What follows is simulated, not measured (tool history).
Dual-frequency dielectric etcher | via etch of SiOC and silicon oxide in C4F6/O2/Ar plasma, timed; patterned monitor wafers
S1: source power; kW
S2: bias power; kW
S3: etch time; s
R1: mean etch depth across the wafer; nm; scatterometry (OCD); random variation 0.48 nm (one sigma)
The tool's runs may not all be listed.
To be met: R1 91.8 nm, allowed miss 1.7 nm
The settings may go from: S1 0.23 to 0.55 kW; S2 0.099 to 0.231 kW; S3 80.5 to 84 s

run    day    S1     S2    S3      R1
  1      0  0.39  0.165  80.5  81.913
  2  0.083  0.39  0.165  80.5  82.848
  3  0.229  0.42  0.167  80.5  84.334
  4  0.267  0.42  0.167    84  89.124
  5    0.4  0.37  0.167    84    84.4
  6  0.638  0.37  0.167  80.5   80.95
  7    0.7   0.4   0.17  80.5  83.792
  8  1.054  0.42  0.172  80.5   86.46

4 next moves are on the table. One of them brings every result within its allowed miss. Which?
  A  1.408  0.43  0.193    84   ?
  B  1.408  0.39  0.197  83.5   ?
  C  1.408  0.41  0.164  83.5   ?
  D  1.408  0.49  0.193  80.5   ?

move      R1
   A  94.158
   B  91.398
   C  86.713
   D  94.201
A: takes the result that was furthest off past its target
B: meets every target
C: as far off as the last run
D: takes the result that was furthest off past its target
Answer: B
